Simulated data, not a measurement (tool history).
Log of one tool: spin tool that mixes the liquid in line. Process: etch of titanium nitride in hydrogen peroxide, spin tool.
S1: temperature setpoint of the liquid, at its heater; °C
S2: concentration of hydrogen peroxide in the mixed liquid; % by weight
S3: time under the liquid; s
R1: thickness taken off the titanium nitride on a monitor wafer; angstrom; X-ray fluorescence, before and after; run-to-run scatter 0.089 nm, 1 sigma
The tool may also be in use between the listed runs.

run	hour	S1	S2	S3	R1
1	0	47	26	305	88.093
2	2.3	48.5	26	305	98.702
3	8.9	48.5	29.5	305	101.56
4	10.1	49.5	29.5	305	110.51
5	18.3	50	29.5	305	114.81
6	24.1	50	29.5	305	111.74

Run 7, settings as shown, results not yet in. Your forecast:
7	32.2	50.5	29.5	305	?

Run 7 produced R1 116.19 angstrom.
